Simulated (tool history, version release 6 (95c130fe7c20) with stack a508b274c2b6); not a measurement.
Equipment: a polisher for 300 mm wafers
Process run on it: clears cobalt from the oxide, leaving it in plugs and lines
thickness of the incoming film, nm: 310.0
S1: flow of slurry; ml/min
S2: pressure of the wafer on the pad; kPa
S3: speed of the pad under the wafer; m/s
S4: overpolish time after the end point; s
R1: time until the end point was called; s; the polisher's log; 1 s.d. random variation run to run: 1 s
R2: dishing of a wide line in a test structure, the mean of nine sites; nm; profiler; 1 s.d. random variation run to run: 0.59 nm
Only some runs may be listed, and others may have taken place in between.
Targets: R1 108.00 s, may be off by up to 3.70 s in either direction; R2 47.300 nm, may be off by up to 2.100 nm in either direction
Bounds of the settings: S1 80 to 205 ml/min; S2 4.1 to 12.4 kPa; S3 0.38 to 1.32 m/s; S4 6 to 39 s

run  hour   S1   S2    S3  S4      R1      R2
  1   0.0  135  8.3  0.84  20  119.31  35.551
  2   1.5  135  9.7  0.84  20  103.02  38.751
  3   3.8  130  9.7  0.84  21  104.75  40.272
  4  10.3  130  9.0  0.84  21  113.44  39.160
  5  11.0  130  9.0  0.84  22  112.11  39.641
  6  14.7  130  9.0  0.84  23  111.64  42.147
  7  19.8  130  9.0  0.84  24  111.83  41.659
  8  23.2  130  9.0  0.84  25  111.92  43.331

Which of these 4 next moves meets every target?
  A  26.6  135   9.0  0.78  27   ?   ?
  B  26.6  185   8.3  0.88  24   ?   ?
  C  26.6  115   8.3  0.94  23   ?   ?
  D  26.6   95  10.3  0.84  28   ?   ?

move      R1      R2
   A  118.39  44.736
   B  108.71  43.809
   C  112.77  41.579
   D  106.62  48.631
A: the biggest miss grows against the last run
B: moves toward the targets from the last run without getting all of them in spec
C: the biggest miss grows against the last run
D: each result inside its tolerance
The move that meets every target is D.

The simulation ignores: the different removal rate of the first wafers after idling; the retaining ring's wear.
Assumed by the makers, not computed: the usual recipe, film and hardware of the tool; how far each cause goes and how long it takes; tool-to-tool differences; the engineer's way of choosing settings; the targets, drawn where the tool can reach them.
